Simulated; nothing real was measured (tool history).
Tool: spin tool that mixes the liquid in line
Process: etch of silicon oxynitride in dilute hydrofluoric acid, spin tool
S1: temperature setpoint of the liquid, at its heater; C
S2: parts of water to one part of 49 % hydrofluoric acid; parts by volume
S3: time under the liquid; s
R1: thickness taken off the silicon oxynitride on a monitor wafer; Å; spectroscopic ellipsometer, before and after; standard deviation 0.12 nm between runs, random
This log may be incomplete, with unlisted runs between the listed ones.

run	day	S1	S2	S3	R1
1	0.000	24.0	130	310	74.441
2	0.188	26.0	125	310	86.353
3	0.288	28.5	125	310	97.148
4	0.379	30.0	125	310	99.993
5	0.467	30.0	125	330	108.510
6	0.579	30.0	125	310	104.770
7	0.704	30.5	120	310	110.430

Expected results for the next run?
8	0.908	31.0	120	310	?

{"run 8": {"R1": 111.61}}

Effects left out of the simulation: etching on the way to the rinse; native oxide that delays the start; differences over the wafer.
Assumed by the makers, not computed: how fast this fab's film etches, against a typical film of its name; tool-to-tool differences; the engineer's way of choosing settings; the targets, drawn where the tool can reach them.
